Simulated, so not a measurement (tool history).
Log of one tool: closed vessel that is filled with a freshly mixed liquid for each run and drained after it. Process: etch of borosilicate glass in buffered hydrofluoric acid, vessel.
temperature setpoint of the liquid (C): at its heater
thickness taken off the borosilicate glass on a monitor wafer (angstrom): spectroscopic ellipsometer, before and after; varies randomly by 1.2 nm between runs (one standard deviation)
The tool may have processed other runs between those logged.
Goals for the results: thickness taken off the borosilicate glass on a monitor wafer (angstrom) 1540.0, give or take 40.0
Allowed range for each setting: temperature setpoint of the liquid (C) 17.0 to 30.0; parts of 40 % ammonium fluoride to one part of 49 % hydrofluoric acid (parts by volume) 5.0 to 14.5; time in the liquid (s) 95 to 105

run,hour,temperature setpoint of the liquid (C),parts of 40 % ammonium fluoride to one part of 49 % hydrofluoric acid (parts by volume),time in the liquid (s),thickness taken off the borosilicate glass on a monitor wafer (angstrom)
1,0.0,22.0,9.0,95,1216.5
2,1.1,22.0,9.0,95,1201.8
3,7.8,19.0,9.0,95,1041.3
4,13.7,19.0,9.0,95,1046.0
5,15.9,19.0,9.0,105,1144.6
6,19.7,19.5,9.0,105,1191.0
7,20.9,20.0,9.0,105,1232.4
8,26.8,20.5,9.0,105,1244.6
9,33.4,21.0,9.0,105,1285.2
10,37.1,21.5,9.0,105,1318.1
11,46.1,25.0,9.0,105,1567.3
12,48.2,25.0,9.0,105,1591.5

Exercise: of the 4 proposed moves below, exactly one satisfies all targets within the stated allowed misses. Which move is it?
A,50.3,21.5,7.0,105,?
B,50.3,24.5,8.5,105,?
C,50.3,27.0,10.5,105,?
D,50.3,26.5,9.5,95,?

move,thickness taken off the borosilicate glass on a monitor wafer (angstrom)
A,1721.0
B,1657.9
C,1551.3
D,1475.1
A: the biggest miss grows against the last run
B: the biggest miss grows against the last run
C: all results in spec
D: the result that was furthest off in the last run now lies on the other side of its target
C meets every target.
